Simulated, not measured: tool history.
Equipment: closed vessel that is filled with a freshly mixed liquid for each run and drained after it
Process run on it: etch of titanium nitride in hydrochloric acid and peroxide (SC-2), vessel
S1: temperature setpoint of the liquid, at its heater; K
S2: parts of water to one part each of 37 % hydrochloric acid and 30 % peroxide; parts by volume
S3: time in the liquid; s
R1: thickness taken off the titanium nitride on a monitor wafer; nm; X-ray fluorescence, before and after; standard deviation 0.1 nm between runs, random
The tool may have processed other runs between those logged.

run 1 day=0.000 | S1=329.15 S2=5.5 S3=275 | R1=28.859
run 2 day=0.238 | S1=329.15 S2=5.5 S3=275 | R1=29.350
run 3 day=0.588 | S1=325.65 S2=5.5 S3=275 | R1=23.343
run 4 day=0.704 | S1=325.65 S2=5.5 S3=275 | R1=23.386
run 5 day=1.075 | S1=322.65 S2=5.5 S3=275 | R1=19.092
run 6 day=1.183 | S1=322.65 S2=4.5 S3=275 | R1=21.964
run 7 day=1.296 | S1=320.15 S2=4.5 S3=275 | R1=18.764
run 8 day=1.454 | S1=318.15 S2=4.5 S3=275 | R1=16.175
run 9 day=1.654 | S1=316.65 S2=4.5 S3=275 | R1=14.683

What will run 10 give?
run 10 day=1.825 | S1=315.65 S2=4.5 S3=275 | R1=?

R1: 13.616 nm

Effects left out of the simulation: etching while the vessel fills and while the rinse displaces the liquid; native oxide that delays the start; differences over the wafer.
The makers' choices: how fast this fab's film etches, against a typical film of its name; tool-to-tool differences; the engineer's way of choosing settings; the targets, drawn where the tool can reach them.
